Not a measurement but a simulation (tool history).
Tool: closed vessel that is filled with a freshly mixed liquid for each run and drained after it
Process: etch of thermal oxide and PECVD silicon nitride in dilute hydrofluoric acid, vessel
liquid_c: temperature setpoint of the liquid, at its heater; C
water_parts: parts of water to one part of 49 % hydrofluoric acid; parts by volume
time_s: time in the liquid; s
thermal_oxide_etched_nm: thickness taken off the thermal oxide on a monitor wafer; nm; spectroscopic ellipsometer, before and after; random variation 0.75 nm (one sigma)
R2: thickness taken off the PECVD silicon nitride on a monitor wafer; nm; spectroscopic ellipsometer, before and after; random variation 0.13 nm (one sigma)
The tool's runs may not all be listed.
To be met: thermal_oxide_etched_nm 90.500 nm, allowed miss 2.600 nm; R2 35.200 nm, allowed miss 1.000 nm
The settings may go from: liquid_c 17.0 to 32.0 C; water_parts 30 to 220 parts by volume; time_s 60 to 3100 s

{"run": 1, "day": 0.0, "liquid_c": 24.0, "water_parts": 125, "time_s": 1580, "thermal_oxide_etched_nm": 62.516, "R2": 27.705}
{"run": 2, "day": 0.238, "liquid_c": 23.5, "water_parts": 115, "time_s": 1550, "thermal_oxide_etched_nm": 65.817, "R2": 28.726}
{"run": 3, "day": 0.492, "liquid_c": 23.0, "water_parts": 105, "time_s": 1530, "thermal_oxide_etched_nm": 70.886, "R2": 30.036}
{"run": 4, "day": 0.692, "liquid_c": 23.0, "water_parts": 100, "time_s": 1515, "thermal_oxide_etched_nm": 74.288, "R2": 31.047}
{"run": 5, "day": 0.883, "liquid_c": 23.0, "water_parts": 95, "time_s": 1500, "thermal_oxide_etched_nm": 77.787, "R2": 32.518}
{"run": 6, "day": 1.058, "liquid_c": 23.0, "water_parts": 115, "time_s": 1500, "thermal_oxide_etched_nm": 62.714, "R2": 26.657}
{"run": 7, "day": 1.333, "liquid_c": 23.0, "water_parts": 115, "time_s": 1500, "thermal_oxide_etched_nm": 61.203, "R2": 26.898}
{"run": 8, "day": 1.667, "liquid_c": 23.5, "water_parts": 110, "time_s": 1460, "thermal_oxide_etched_nm": 65.573, "R2": 28.138}
{"run": 9, "day": 1.979, "liquid_c": 23.5, "water_parts": 100, "time_s": 1420, "thermal_oxide_etched_nm": 70.364, "R2": 30.38}
{"run": 10, "day": 2.175, "liquid_c": 20.5, "water_parts": 50, "time_s": 1360, "thermal_oxide_etched_nm": 126.64, "R2": 46.73}
{"run": 11, "day": 2.304, "liquid_c": 20.5, "water_parts": 55, "time_s": 1360, "thermal_oxide_etched_nm": 115.16, "R2": 42.433}
{"run": 12, "day": 2.604, "liquid_c": 20.5, "water_parts": 60, "time_s": 1365, "thermal_oxide_etched_nm": 106.22, "R2": 38.937}
{"run": 13, "day": 2.925, "liquid_c": 20.5, "water_parts": 65, "time_s": 1370, "thermal_oxide_etched_nm": 98.5, "R2": 36.009}

Which of these 5 next moves meets every target?
{"run": "A", "day": 3.246, "liquid_c": 19.0, "water_parts": 60, "time_s": 1410, "thermal_oxide_etched_nm": "?", "R2": "?"}
{"run": "B", "day": 3.246, "liquid_c": 24.0, "water_parts": 60, "time_s": 1050, "thermal_oxide_etched_nm": "?", "R2": "?"}
{"run": "C", "day": 3.246, "liquid_c": 22.0, "water_parts": 65, "time_s": 1190, "thermal_oxide_etched_nm": "?", "R2": "?"}
{"run": "D", "day": 3.246, "liquid_c": 19.5, "water_parts": 80, "time_s": 1770, "thermal_oxide_etched_nm": "?", "R2": "?"}
{"run": "E", "day": 3.246, "liquid_c": 24.0, "water_parts": 55, "time_s": 970, "thermal_oxide_etched_nm": "?", "R2": "?"}

move=A thermal_oxide_etched_nm=100.850 R2=36.343
move=B thermal_oxide_etched_nm=92.497 R2=38.101
move=C thermal_oxide_etched_nm=88.567 R2=34.877
move=D thermal_oxide_etched_nm=94.768 R2=35.691
move=E thermal_oxide_etched_nm=93.831 R2=38.334
A: further off than the last run
B: brings the result that was furthest off to its target, and leaves another outside
C: meets every target
D: nearer than the last run, and not there yet
E: as far off as the last run
Move C is the one to make.
